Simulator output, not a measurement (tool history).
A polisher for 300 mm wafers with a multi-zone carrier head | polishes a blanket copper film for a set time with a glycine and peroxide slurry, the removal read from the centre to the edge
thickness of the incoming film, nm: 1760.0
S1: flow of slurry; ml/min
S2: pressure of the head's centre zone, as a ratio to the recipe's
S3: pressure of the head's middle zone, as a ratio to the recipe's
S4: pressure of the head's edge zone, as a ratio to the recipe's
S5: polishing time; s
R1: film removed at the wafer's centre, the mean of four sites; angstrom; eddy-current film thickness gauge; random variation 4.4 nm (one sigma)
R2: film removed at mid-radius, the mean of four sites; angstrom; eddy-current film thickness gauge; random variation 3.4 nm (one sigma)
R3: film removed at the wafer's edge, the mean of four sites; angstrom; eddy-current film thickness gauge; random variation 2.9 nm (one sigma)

| run | hour | S1 | S2 | S3 | S4 | S5 | R1 | R2 | R3 |
|---|---|---|---|---|---|---|---|---|---|
| 1 | 0 | 285 | 1 | 1 | 1 | 60 | 4571.2 | 4510.7 | 4674.2 |
| 2 | 7.1 | 280 | 0.98 | 0.98 | 0.99 | 60 | 4374.3 | 4287.7 | 4617 |
| 3 | 10.9 | 275 | 0.97 | 0.97 | 0.98 | 60 | 4380.8 | 4334.9 | 4581.5 |
| 4 | 12.2 | 270 | 0.96 | 0.96 | 0.97 | 60 | 4329.4 | 4314.8 | 4591.9 |
| 5 | 20.3 | 270 | 0.96 | 1 | 0.97 | 60 | 4198.1 | 4420.6 | 4603.3 |
| 6 | 26.3 | 270 | 0.96 | 1.06 | 0.97 | 60 | 4265.1 | 4609.6 | 4509.4 |
| 7 | 34.4 | 265 | 0.95 | 1.04 | 0.96 | 60 | 4194.2 | 4559.1 | 4511.8 |
| 8 | 36 | 260 | 0.94 | 1.02 | 0.95 | 60 | 4073.8 | 4434.4 | 4480.4 |
| 9 | 39 | 255 | 0.94 | 1 | 0.94 | 60 | 4202.9 | 4385.1 | 4508.4 |
| 10 | 46.3 | 255 | 0.93 | 0.99 | 0.94 | 60 | 4104.8 | 4345.6 | 4442 |

Run 11 comes next. What will it give?
| 11 | 49 | 250 | 0.92 | 0.97 | 0.94 | 60 | ? | ? | ? |

{"run 11": {"R1": 4075.6, "R2": 4259.4, "R3": 4442.1}}
